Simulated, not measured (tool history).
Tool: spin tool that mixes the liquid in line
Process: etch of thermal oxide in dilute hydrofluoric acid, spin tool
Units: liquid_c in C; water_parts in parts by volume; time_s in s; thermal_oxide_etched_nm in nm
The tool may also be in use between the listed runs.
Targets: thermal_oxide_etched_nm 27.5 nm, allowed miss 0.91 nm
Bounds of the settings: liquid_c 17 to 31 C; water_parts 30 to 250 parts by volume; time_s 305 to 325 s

run,day,liquid_c,water_parts,time_s,thermal_oxide_etched_nm
1,0,23,140,305,10.632
2,0.079,23,140,325,11.336
3,0.1,23,140,305,10.789
4,0.2,24,130,305,12.014
5,0.517,25,120,305,13.675
6,0.683,26,110,305,15.867
7,0.854,26.5,105,305,16.98
8,1.025,27,100,305,18.202
9,1.321,27.5,95,305,19.792

Which of these 5 next moves meets every target?
A,1.617,28.5,60,305,?
B,1.617,29,65,325,?
C,1.617,28,140,305,?
D,1.617,29.5,95,315,?
E,1.617,26,70,325,?

move,thermal_oxide_etched_nm
A,34.322
B,34.177
C,12.944
D,22.13
E,27.998
A: takes the result that was furthest off past its target
B: takes the result that was furthest off past its target
C: further off than the last run
D: nearer than the last run, and not there yet
E: meets every target
Answer: E
